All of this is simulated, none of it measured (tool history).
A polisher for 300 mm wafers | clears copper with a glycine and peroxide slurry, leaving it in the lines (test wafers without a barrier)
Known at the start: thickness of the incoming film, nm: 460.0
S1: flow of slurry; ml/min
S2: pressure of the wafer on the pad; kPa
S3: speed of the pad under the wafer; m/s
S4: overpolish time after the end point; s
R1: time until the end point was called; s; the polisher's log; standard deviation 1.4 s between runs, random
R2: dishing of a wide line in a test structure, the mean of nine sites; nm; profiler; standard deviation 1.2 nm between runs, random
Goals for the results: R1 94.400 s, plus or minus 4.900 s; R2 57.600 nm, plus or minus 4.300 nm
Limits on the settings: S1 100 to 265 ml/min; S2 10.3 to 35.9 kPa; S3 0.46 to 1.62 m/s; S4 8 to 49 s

run,hour,S1,S2,S3,S4,R1,R2
1,0.0,170,22.8,1.04,25,59.255,77.982
2,3.3,170,20.7,1.04,25,65.499,80.281
3,6.0,170,20.7,1.04,32,64.955,88.786
4,10.4,170,26.2,1.04,32,55.412,92.698
5,13.9,170,24.1,1.02,29,58.401,88.706
6,19.8,170,24.1,1.02,22,58.496,75.523
7,23.9,170,22.1,1.00,21,66.362,71.362
8,24.6,170,20.7,1.00,20,66.089,65.135
9,25.9,170,19.3,1.00,21,69.846,64.074
10,34.9,170,17.9,1.00,22,74.149,65.960
11,39.8,170,17.2,1.00,22,76.047,66.021
12,42.4,165,11.0,0.98,20,106.930,47.551

Of the 4 settings listed for the next run, only one would bring every result within its allowed miss of target. Which one?
A,45.0,175,10.3,0.94,20,?,?
B,45.0,205,11.7,0.64,25,?,?
C,45.0,190,12.4,1.02,22,?,?
D,45.0,140,10.3,0.78,32,?,?

move,R1,R2
A,110.400,47.260
B,128.910,50.915
C,92.112,57.368
D,128.220,60.247
A: further off than the last run
B: further off than the last run
C: all results land within tolerance of their targets
D: further off than the last run
Move C is the one to make.
